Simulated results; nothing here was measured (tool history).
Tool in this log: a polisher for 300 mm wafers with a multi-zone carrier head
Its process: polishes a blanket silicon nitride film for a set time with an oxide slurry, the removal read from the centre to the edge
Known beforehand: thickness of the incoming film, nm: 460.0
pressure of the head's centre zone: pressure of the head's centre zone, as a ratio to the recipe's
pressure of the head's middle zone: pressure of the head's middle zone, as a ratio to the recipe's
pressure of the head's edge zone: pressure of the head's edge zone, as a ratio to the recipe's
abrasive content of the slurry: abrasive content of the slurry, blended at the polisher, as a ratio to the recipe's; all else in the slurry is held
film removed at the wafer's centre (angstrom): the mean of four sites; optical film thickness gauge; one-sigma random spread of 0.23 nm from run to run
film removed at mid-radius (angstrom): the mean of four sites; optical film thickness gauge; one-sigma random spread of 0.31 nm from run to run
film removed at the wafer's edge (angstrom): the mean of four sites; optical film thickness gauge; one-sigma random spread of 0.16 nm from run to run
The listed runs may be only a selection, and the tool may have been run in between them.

run	day	flow of slurry (ml/min)	pressure of the head's centre zone	pressure of the head's middle zone	pressure of the head's edge zone	abrasive content of the slurry	polishing time (s)	film removed at the wafer's centre (angstrom)	film removed at mid-radius (angstrom)	film removed at the wafer's edge (angstrom)
1	0	150	1	1	1	1	60	333.06	331.71	330.49
2	0.304	150	1.05	1	1	1	60	345.99	327.54	329.88
3	0.604	145	1.04	0.99	0.98	0.9	59	323.61	311.39	312.53
4	0.683	165	1.04	0.99	0.98	0.9	59	340.7	323.2	320.89
5	1.05	160	1.04	0.99	0.96	0.85	57	314.37	299.53	299.44
6	1.138	160	1.04	0.99	0.9	0.85	57	315.48	299.51	288.16
7	1.3	155	1.04	0.98	0.89	0.8	56	303.53	288.37	278.34
8	1.438	150	1.04	0.97	0.88	0.75	55	294.61	278.76	271.09
9	1.554	150	1.04	0.97	0.87	0.7	54	277.82	268.77	258.13

Estimate the outcome of run 10 from the log above:
10	1.842	115	1.02	0.91	0.81	0.5	53	?	?	?

For run 10 the tool returned film removed at the wafer's centre (angstrom) 237.14, film removed at mid-radius (angstrom) 213.83, film removed at the wafer's edge (angstrom) 216.4.
